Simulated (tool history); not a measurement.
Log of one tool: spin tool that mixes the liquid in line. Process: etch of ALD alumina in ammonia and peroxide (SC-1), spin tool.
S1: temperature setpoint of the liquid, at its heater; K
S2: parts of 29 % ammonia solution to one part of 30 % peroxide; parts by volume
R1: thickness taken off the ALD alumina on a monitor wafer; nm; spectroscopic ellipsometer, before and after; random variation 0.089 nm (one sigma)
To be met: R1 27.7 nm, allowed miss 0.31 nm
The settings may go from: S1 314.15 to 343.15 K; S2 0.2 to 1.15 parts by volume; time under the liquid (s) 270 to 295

Run 1, hour 0: S1 330.15 K, S2 0.65 parts by volume, time under the liquid (s) 270. Result: R1 16.632 nm.
Run 2, hour 1.3: S1 332.15 K, S2 0.65 parts by volume, time under the liquid (s) 270. Result: R1 18.376 nm.
Run 3, hour 6.8: S1 332.15 K, S2 0.75 parts by volume, time under the liquid (s) 270. Result: R1 18.774 nm.
Run 4, hour 9.8: S1 332.15 K, S2 0.75 parts by volume, time under the liquid (s) 270. Result: R1 18.792 nm.
Run 5, hour 17.6: S1 333.65 K, S2 0.75 parts by volume, time under the liquid (s) 270. Result: R1 20.348 nm.
Run 6, hour 24.6: S1 333.65 K, S2 0.75 parts by volume, time under the liquid (s) 295. Result: R1 22.1 nm.
Run 7, hour 33.2: S1 334.65 K, S2 0.75 parts by volume, time under the liquid (s) 295. Result: R1 23.375 nm.
Run 8, hour 34.1: S1 335.15 K, S2 0.75 parts by volume, time under the liquid (s) 295. Result: R1 23.826 nm.
Run 9, hour 38.9: S1 335.65 K, S2 0.75 parts by volume, time under the liquid (s) 295. Result: R1 24.46 nm.
Run 10, hour 43.7: S1 336.15 K, S2 0.75 parts by volume, time under the liquid (s) 295. Result: R1 25.205 nm.
Run 11, hour 51.3: S1 336.65 K, S2 0.75 parts by volume, time under the liquid (s) 295. Result: R1 25.791 nm.
At hour 55.2: heated supply line repaired.
Run 12, hour 55.2: S1 337.15 K, S2 0.75 parts by volume, time under the liquid (s) 295. Result: R1 30.136 nm.
Run 13, hour 55.9: S1 336.65 K, S2 0.75 parts by volume, time under the liquid (s) 295. Result: R1 29.437 nm.
Run 14, hour 61.3: S1 336.15 K, S2 0.75 parts by volume, time under the liquid (s) 295. Result: R1 28.618 nm.

4 next moves are on the table. One of them brings every result within its allowed miss. Which?
Run A, hour 66.7: S1 336.15 K, S2 0.8 parts by volume, time under the liquid (s) 275. Result: R1 ?.
Run B, hour 66.7: S1 336.65 K, S2 0.75 parts by volume, time under the liquid (s) 270. Result: R1 ?.
Run C, hour 66.7: S1 335.65 K, S2 0.65 parts by volume, time under the liquid (s) 295. Result: R1 ?.
Run D, hour 66.7: S1 335.65 K, S2 0.6 parts by volume, time under the liquid (s) 290. Result: R1 ?.

move      R1
   A  26.924
   B  26.942
   C  27.617
   D  26.944
A: takes the result that was furthest off past its target
B: takes the result that was furthest off past its target
C: meets every target
D: takes the result that was furthest off past its target
Answer: C
